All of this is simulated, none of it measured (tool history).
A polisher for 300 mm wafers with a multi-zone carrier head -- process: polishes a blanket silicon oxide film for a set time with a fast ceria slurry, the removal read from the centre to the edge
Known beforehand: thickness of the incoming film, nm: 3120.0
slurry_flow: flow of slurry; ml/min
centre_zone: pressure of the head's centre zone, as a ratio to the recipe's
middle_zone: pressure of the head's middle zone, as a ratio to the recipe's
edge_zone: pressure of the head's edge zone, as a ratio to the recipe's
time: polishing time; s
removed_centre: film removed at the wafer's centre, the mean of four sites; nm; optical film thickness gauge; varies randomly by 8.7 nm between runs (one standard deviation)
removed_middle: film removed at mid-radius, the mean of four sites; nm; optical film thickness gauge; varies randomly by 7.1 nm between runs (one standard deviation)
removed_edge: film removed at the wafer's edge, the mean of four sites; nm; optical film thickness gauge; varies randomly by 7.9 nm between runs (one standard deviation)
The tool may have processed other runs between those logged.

run  hour  slurry_flow  centre_zone  middle_zone  edge_zone  time  removed_centre  removed_middle  removed_edge
  1     0          250            1            1          1    60          1150.5          1157.2        1147.6
  2   1.8          245         0.98         0.97       0.98    55          1046.2          1042.5        1056.4
  3   5.9          245         0.98         1.05       0.98    55          1050.2          1098.3        1030.5
  4  13.9          240         0.97         1.02       0.97    50          944.17          997.79        957.75
  5  17.5          260         0.97         1.02       0.97    50          964.97          960.24        965.99
  6  21.9          260         0.91         1.02       0.97    50          910.45          972.13        966.99
  7  23.9          260         0.91         1.01       0.96    46          844.63          894.68        856.53
  8  29.3          265          0.9         0.98       0.96    44          800.97          843.93        850.03

Run 9 comes next. What will it give?
  9  38.1          270          0.9         0.96       0.94    43               ?               ?             ?

For run 9 the tool returned removed_centre 783.77 nm, removed_middle 798.76 nm, removed_edge 817.37 nm.
